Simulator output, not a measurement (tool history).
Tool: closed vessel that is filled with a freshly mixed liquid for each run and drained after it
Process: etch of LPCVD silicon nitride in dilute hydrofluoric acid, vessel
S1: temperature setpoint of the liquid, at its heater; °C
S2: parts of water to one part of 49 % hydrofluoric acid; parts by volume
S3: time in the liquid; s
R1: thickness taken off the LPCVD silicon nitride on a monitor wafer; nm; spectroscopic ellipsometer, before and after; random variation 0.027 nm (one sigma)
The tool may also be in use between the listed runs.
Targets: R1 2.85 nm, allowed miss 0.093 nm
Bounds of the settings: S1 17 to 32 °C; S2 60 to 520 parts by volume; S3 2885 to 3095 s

run	hour	S1	S2	S3	R1
1	0	24	290	2885	5.0063
2	6	22	305	2885	4.2417
3	9.4	20	305	2885	3.7109
4	18	19	310	2885	3.424
5	25	19	225	2885	4.6005
6	31.3	19	225	2885	4.6583
7	38.7	19	225	2885	4.6692
8	46.7	18.5	255	2885	4.0223
9	54.6	18	275	2885	3.5548
10	63	17.5	285	2885	3.4107

5 next moves are on the table. One of them brings every result within its allowed miss. Which?
A	71.4	17	365	2995	?
B	71.4	18.5	265	3095	?
C	71.4	17	360	3095	?
D	71.4	17.5	225	3095	?
E	71.4	17	300	2885	?

move	R1
A	2.6965
B	4.1658
C	2.8231
D	4.5627
E	3.1276
A: takes the result that was furthest off past its target
B: further off than the last run
C: meets every target
D: further off than the last run
E: nearer than the last run, and not there yet
Answer: C

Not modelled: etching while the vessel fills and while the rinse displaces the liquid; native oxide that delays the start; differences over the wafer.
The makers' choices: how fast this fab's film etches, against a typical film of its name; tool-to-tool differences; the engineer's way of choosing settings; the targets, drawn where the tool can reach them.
